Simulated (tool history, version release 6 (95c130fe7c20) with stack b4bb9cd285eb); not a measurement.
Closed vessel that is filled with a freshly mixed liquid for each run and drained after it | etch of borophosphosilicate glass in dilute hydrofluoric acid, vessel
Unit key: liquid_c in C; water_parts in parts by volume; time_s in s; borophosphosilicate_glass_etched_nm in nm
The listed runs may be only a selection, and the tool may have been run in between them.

run  hour  liquid_c  water_parts  time_s  borophosphosilicate_glass_etched_nm
  1     0        22          125      90                               34.142
  2   7.2      24.5          125      90                               37.528
  3  13.7        26          125      90                               39.845
  4  21.8        26          125      90                               40.171
     27.5  -- hydrofluoric acid flow meter replaced
  5  27.5        26           90      90                               51.606
  6  30.6        26           90      90                               51.683

Predict the results of run 7:
  7  35.5        25           90      90                                    ?

borophosphosilicate_glass_etched_nm: 49.641 nm
